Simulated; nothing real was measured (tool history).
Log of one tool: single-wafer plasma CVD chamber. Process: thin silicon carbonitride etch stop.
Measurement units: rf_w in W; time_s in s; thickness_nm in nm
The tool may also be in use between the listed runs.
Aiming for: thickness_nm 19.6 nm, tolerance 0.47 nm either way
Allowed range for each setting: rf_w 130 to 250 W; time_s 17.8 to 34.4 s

run	hour	rf_w	time_s	thickness_nm
1	0	190	26.1	15.337
2	5.5	195	27	16.12
3	10.6	200	27.6	16.491
4	15.5	205	28.3	17.049
5	23.2	210	28.8	17.541
6	32.1	215	29.2	18.007
7	34.5	220	29.5	18.129
8	35.1	220	29.8	18.582

Consider the 4 candidate settings below. Which is the only one whose results all fall within their allowed miss of target?
A	35.7	250	30.2	?
B	35.7	215	33.9	?
C	35.7	215	30	?
D	35.7	235	28.9	?

move	thickness_nm
A	19.538
B	20.86
C	18.46
D	18.318
A: each result inside its tolerance
B: the result that was furthest off in the last run now lies on the other side of its target
C: moves away from the targets compared with the last run
D: moves away from the targets compared with the last run
Go with A: it meets all targets.
